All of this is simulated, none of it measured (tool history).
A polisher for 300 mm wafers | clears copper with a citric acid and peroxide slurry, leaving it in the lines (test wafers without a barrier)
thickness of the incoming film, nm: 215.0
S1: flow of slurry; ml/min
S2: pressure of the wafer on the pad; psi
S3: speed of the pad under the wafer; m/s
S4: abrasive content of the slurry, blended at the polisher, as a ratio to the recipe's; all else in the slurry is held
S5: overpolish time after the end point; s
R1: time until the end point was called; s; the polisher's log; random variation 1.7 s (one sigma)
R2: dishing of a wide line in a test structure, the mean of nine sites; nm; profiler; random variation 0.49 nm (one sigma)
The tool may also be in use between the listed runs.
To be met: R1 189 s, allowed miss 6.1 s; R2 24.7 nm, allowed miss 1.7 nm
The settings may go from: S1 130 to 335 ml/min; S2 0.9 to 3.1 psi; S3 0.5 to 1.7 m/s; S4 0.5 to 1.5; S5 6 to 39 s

run 1 hour=0 | S1=215 S2=2 S3=1.1 S4=1 S5=20 | R1=133.83 R2=24.664
run 2 hour=1.1 | S1=215 S2=2 S3=1 S4=1 S5=20 | R1=144.2 R2=21.686
run 3 hour=3.7 | S1=210 S2=1.9 S3=1 S4=1 S5=22 | R1=153.1 R2=23.043
run 4 hour=10.4 | S1=210 S2=1.9 S3=1 S4=1.2 S5=22 | R1=150.38 R2=23.565
-- hour=12.2 slurry blender recalibrated
run 5 hour=12.2 | S1=205 S2=1.8 S3=1 S4=1.2 S5=23 | R1=150.33 R2=23.41
run 6 hour=18.9 | S1=205 S2=1.7 S3=1 S4=1.2 S5=25 | R1=158.77 R2=24.62
run 7 hour=26.6 | S1=205 S2=1.6 S3=1 S4=1.2 S5=26 | R1=166.49 R2=23.869
run 8 hour=29.4 | S1=205 S2=1.5 S3=1 S4=1.2 S5=27 | R1=177.57 R2=24.442

Which of these 4 next moves meets every target?
run A hour=32.2 | S1=270 S2=1.3 S3=1.02 S4=1.4 S5=30 | R1=? R2=?
run B hour=32.2 | S1=200 S2=1.5 S3=0.9 S4=1.15 S5=27 | R1=? R2=?
run C hour=32.2 | S1=205 S2=1.3 S3=1 S4=1.3 S5=27 | R1=? R2=?
run D hour=32.2 | S1=210 S2=1.5 S3=0.94 S4=1.25 S5=24 | R1=? R2=?

move=A R1=190.82 R2=24.154
move=B R1=201.25 R2=21.076
move=C R1=203.38 R2=20.761
move=D R1=189.06 R2=20.037
A: meets every target
B: takes the result that was furthest off past its target
C: takes the result that was furthest off past its target
D: brings the result that was furthest off to its target, and leaves another outside
Answer: A

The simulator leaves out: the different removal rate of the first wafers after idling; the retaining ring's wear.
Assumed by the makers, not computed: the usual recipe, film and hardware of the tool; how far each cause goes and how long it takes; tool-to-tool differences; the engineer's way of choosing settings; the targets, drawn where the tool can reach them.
